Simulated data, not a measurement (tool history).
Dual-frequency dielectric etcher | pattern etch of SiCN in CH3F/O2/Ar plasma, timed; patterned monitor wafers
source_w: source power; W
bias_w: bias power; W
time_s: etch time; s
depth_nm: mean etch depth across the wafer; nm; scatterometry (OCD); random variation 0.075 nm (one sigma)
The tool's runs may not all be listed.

{"run": 1, "hour": 0.0, "source_w": 390, "bias_w": 72, "time_s": 44.5, "depth_nm": 16.659}
{"run": 2, "hour": 5.4, "source_w": 340, "bias_w": 72, "time_s": 44.5, "depth_nm": 15.829}
{"run": 3, "hour": 11.8, "source_w": 330, "bias_w": 72, "time_s": 44.5, "depth_nm": 15.724}
{"run": 4, "hour": 16.2, "source_w": 270, "bias_w": 72, "time_s": 44.5, "depth_nm": 14.494}
{"run": 5, "hour": 22.0, "source_w": 270, "bias_w": 72, "time_s": 40.5, "depth_nm": 13.131}
{"run": 6, "hour": 28.4, "source_w": 270, "bias_w": 78, "time_s": 40.5, "depth_nm": 13.712}
{"run": 7, "hour": 33.7, "source_w": 290, "bias_w": 78, "time_s": 40.5, "depth_nm": 14.128}

The next listed run, before its measurement:
{"run": 8, "hour": 35.2, "source_w": 360, "bias_w": 79, "time_s": 40.5, "depth_nm": "?"}

Run 8 gave depth_nm 15.599 nm.

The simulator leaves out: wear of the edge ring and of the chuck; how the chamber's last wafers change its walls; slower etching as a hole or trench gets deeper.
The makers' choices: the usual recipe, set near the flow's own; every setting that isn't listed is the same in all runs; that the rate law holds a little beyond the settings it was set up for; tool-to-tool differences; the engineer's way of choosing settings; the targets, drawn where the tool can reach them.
